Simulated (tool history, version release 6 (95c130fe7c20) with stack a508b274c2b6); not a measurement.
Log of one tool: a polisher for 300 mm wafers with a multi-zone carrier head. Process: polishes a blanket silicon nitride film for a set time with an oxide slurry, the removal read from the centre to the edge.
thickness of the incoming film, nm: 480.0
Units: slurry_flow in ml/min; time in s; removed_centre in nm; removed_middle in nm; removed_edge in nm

{"run": 1, "hour": 0.0, "slurry_flow": 300, "centre_zone": 1, "middle_zone": 1, "edge_zone": 1, "slurry_solids": 1, "time": 80, "removed_centre": 42.544, "removed_middle": 41.825, "removed_edge": 42.451}
{"run": 2, "hour": 3.2, "slurry_flow": 300, "centre_zone": 1, "middle_zone": 1, "edge_zone": 1, "slurry_solids": 1, "time": 61, "removed_centre": 31.839, "removed_middle": 32.197, "removed_edge": 32.982}
{"run": 3, "hour": 9.7, "slurry_flow": 310, "centre_zone": 1.01, "middle_zone": 1.01, "edge_zone": 1.02, "slurry_solids": 1, "time": 61, "removed_centre": 32.961, "removed_middle": 32.569, "removed_edge": 33.391}
{"run": 4, "hour": 11.0, "slurry_flow": 310, "centre_zone": 1.01, "middle_zone": 0.95, "edge_zone": 1.02, "slurry_solids": 1, "time": 61, "removed_centre": 32.989, "removed_middle": 31.132, "removed_edge": 33.069}
{"run": 5, "hour": 12.3, "slurry_flow": 310, "centre_zone": 1.01, "middle_zone": 0.95, "edge_zone": 1.02, "slurry_solids": 1, "time": 80, "removed_centre": 41.254, "removed_middle": 41.232, "removed_edge": 43.765}
{"run": 6, "hour": 17.3, "slurry_flow": 310, "centre_zone": 1.04, "middle_zone": 0.95, "edge_zone": 1.02, "slurry_solids": 1, "time": 80, "removed_centre": 44.056, "removed_middle": 41.022, "removed_edge": 43.997}
{"run": 7, "hour": 22.8, "slurry_flow": 300, "centre_zone": 1.01, "middle_zone": 0.92, "edge_zone": 0.98, "slurry_solids": 0.95, "time": 80, "removed_centre": 42.041, "removed_middle": 38.617, "removed_edge": 41.784}
{"run": 8, "hour": 28.1, "slurry_flow": 295, "centre_zone": 0.97, "middle_zone": 0.92, "edge_zone": 0.95, "slurry_solids": 0.9, "time": 80, "removed_centre": 38.752, "removed_middle": 37.41, "removed_edge": 39.121}
{"run": 9, "hour": 33.7, "slurry_flow": 290, "centre_zone": 0.95, "middle_zone": 0.91, "edge_zone": 0.93, "slurry_solids": 0.9, "time": 80, "removed_centre": 37.361, "removed_middle": 37.129, "removed_edge": 39.27}
{"run": 10, "hour": 35.8, "slurry_flow": 285, "centre_zone": 0.94, "middle_zone": 0.9, "edge_zone": 0.91, "slurry_solids": 0.9, "time": 80, "removed_centre": 36.702, "removed_middle": 37.091, "removed_edge": 38.242}
{"run": 11, "hour": 41.0, "slurry_flow": 280, "centre_zone": 0.94, "middle_zone": 0.88, "edge_zone": 0.9, "slurry_solids": 0.9, "time": 80, "removed_centre": 36.836, "removed_middle": 36.535, "removed_edge": 39.125}
{"run": 12, "hour": 46.9, "slurry_flow": 280, "centre_zone": 0.94, "middle_zone": 0.88, "edge_zone": 0.9, "slurry_solids": 0.9, "time": 80, "removed_centre": 36.257, "removed_middle": 35.753, "removed_edge": 37.822}

The next listed run, before its measurement:
{"run": 13, "hour": 48.3, "slurry_flow": 270, "centre_zone": 0.94, "middle_zone": 0.88, "edge_zone": 0.89, "slurry_solids": 0.9, "time": 80, "removed_centre": "?", "removed_middle": "?", "removed_edge": "?"}

removed_centre: 35.673 nm
removed_middle: 35.944 nm
removed_edge: 37.99 nm
